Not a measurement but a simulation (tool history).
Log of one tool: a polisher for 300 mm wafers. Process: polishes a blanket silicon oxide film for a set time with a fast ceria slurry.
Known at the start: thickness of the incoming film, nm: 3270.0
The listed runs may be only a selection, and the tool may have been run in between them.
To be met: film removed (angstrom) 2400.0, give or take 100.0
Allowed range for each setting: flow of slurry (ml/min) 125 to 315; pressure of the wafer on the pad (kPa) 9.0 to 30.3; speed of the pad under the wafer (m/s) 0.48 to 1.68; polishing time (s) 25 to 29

run	hour	flow of slurry (ml/min)	pressure of the wafer on the pad (kPa)	speed of the pad under the wafer (m/s)	polishing time (s)	film removed (angstrom)
1	0.0	205	19.3	1.08	29	3992.1
2	1.7	240	19.3	1.08	29	4033.4
3	2.6	240	17.9	1.08	29	3740.8
4	4.8	240	16.5	1.08	29	3412.5
5	5.4	240	16.5	0.98	29	3153.8
6	10.0	240	15.9	0.98	29	3011.0
7	13.7	240	15.2	0.98	29	2872.7
8	22.0	240	14.5	0.98	29	2782.4
9	22.6	240	13.8	0.98	29	2648.0
10	30.3	240	13.1	0.98	29	2522.2

Exercise: of the 4 proposed moves below, exactly one satisfies all targets within the stated allowed misses. Which move is it?
A	38.0	240	11.7	1.14	29	?
B	38.0	250	15.9	0.88	29	?
C	38.0	220	15.2	0.96	25	?
D	38.0	230	14.5	0.94	29	?

move	film removed (angstrom)
A	2604.7
B	2736.3
C	2421.2
D	2645.2
A: its largest miss is bigger than the last run's
B: its largest miss is bigger than the last run's
C: every result lands within tolerance
D: its largest miss is bigger than the last run's
The move that meets every target is C.
